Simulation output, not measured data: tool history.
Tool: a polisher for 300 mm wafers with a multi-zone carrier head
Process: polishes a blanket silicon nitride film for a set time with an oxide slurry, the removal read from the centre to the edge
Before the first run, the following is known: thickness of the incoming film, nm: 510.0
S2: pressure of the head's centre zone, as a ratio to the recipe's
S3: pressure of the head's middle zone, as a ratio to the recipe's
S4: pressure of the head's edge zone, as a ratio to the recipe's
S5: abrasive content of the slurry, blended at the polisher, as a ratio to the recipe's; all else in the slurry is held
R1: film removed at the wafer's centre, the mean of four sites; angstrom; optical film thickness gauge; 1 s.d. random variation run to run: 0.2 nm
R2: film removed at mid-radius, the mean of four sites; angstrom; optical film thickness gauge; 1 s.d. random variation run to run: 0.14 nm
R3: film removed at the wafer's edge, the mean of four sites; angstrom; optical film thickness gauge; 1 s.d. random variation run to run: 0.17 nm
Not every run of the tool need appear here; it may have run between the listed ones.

Run 1, hour 0: flow of slurry (ml/min) 165, S2 1, S3 1, S4 1, S5 1, polishing time (s) 37. Result: R1 205.96 angstrom, R2 207.11 angstrom, R3 208.77 angstrom.
Run 2, hour 5.6: flow of slurry (ml/min) 125, S2 1, S3 1, S4 1, S5 1, polishing time (s) 37. Result: R1 197.57 angstrom, R2 196.04 angstrom, R3 202.11 angstrom.
Run 3, hour 6.3: flow of slurry (ml/min) 125, S2 1, S3 1, S4 1, S5 0.8, polishing time (s) 37. Result: R1 173.04 angstrom, R2 175.24 angstrom, R3 181.94 angstrom.
Run 4, hour 9.8: flow of slurry (ml/min) 125, S2 1, S3 1.03, S4 1, S5 0.8, polishing time (s) 37. Result: R1 175.33 angstrom, R2 183.64 angstrom, R3 183.02 angstrom.
Run 5, hour 12.5: flow of slurry (ml/min) 120, S2 1, S3 1.01, S4 0.96, S5 0.75, polishing time (s) 37. Result: R1 167.69 angstrom, R2 171.38 angstrom, R3 172.28 angstrom.
Run 6, hour 16.1: flow of slurry (ml/min) 115, S2 1, S3 1, S4 0.94, S5 0.75, polishing time (s) 37. Result: R1 166.19 angstrom, R2 166.7 angstrom, R3 170.76 angstrom.
Run 7, hour 23.4: flow of slurry (ml/min) 115, S2 1, S3 1, S4 0.92, S5 0.75, polishing time (s) 37. Result: R1 166.5 angstrom, R2 164.77 angstrom, R3 165.29 angstrom.

Expected results for the next run?
Run 8, hour 32: flow of slurry (ml/min) 110, S2 1, S3 1, S4 0.91, S5 0.75, polishing time (s) 37. Result: R1 ?, R2 ?, R3 ?.

R1: 165.31 angstrom
R2: 166.26 angstrom
R3: 163.79 angstrom
